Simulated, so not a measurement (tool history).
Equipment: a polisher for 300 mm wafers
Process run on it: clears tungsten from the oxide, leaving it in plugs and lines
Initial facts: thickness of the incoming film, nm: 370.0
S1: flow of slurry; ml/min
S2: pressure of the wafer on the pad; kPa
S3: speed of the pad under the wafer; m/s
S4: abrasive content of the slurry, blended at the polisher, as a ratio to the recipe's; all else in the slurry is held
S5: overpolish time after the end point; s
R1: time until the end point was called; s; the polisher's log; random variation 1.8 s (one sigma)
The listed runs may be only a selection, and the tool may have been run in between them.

{"run": 1, "hour": 0.0, "S1": 210, "S2": 20.0, "S3": 1.08, "S4": 1.0, "S5": 5, "R1": 96.968}
{"run": 2, "hour": 1.8, "S1": 210, "S2": 18.6, "S3": 1.08, "S4": 1.0, "S5": 5, "R1": 105.22}
{"run": 3, "hour": 5.6, "S1": 210, "S2": 18.6, "S3": 1.08, "S4": 1.0, "S5": 4, "R1": 103.95}
{"run": 4, "hour": 10.7, "S1": 210, "S2": 18.6, "S3": 1.08, "S4": 1.0, "S5": 4, "R1": 102.54}
{"run": 5, "hour": 13.3, "S1": 210, "S2": 17.2, "S3": 1.08, "S4": 1.0, "S5": 4, "R1": 108.46}
{"run": 6, "hour": 18.9, "S1": 210, "S2": 15.9, "S3": 1.08, "S4": 1.0, "S5": 4, "R1": 119.35}

For run 7, what comes out?
{"run": 7, "hour": 25.1, "S1": 210, "S2": 15.2, "S3": 1.08, "S4": 1.0, "S5": 4, "R1": "?"}

Run 7 gave R1 120.090 s.
